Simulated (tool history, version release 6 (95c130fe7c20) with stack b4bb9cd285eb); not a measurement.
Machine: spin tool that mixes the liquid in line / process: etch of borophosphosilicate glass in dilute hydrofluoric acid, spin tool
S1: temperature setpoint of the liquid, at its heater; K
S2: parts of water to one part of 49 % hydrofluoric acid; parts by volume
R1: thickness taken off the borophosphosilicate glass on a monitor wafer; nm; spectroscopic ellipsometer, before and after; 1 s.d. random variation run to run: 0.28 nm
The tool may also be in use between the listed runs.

{"run": 1, "day": 0.0, "S1": 297.15, "S2": 100, "time under the liquid (s)": 55, "R1": 25.763}
{"run": 2, "day": 0.233, "S1": 297.15, "S2": 100, "time under the liquid (s)": 55, "R1": 25.51}
{"run": 3, "day": 0.417, "S1": 298.65, "S2": 100, "time under the liquid (s)": 55, "R1": 26.967}
{"run": 4, "day": 0.475, "S1": 298.65, "S2": 75, "time under the liquid (s)": 55, "R1": 37.507}
{"run": 5, "day": 0.642, "S1": 298.15, "S2": 75, "time under the liquid (s)": 55, "R1": 36.72}
{"run": 6, "day": 0.821, "S1": 298.15, "S2": 60, "time under the liquid (s)": 55, "R1": 46.757}
{"run": 7, "day": 0.946, "S1": 296.65, "S2": 60, "time under the liquid (s)": 55, "R1": 43.618}
{"run": 8, "day": 0.992, "S1": 295.15, "S2": 60, "time under the liquid (s)": 55, "R1": 40.868}
{"run": 9, "day": 1.05, "S1": 294.15, "S2": 60, "time under the liquid (s)": 55, "R1": 38.978}
{"run": 10, "day": 1.329, "S1": 293.15, "S2": 60, "time under the liquid (s)": 55, "R1": 37.916}
{"run": 11, "day": 1.5, "S1": 292.65, "S2": 60, "time under the liquid (s)": 55, "R1": 37.224}
{"run": 12, "day": 1.546, "S1": 292.15, "S2": 60, "time under the liquid (s)": 55, "R1": 36.531}
{"run": 13, "day": 1.683, "S1": 291.65, "S2": 60, "time under the liquid (s)": 55, "R1": 35.436}
{"run": 14, "day": 1.829, "S1": 291.15, "S2": 60, "time under the liquid (s)": 55, "R1": 34.413}

What does the tool deliver on the next run?
{"run": 15, "day": 2.042, "S1": 290.65, "S2": 60, "time under the liquid (s)": 55, "R1": "?"}

Run 15 yielded R1 34.362 nm.
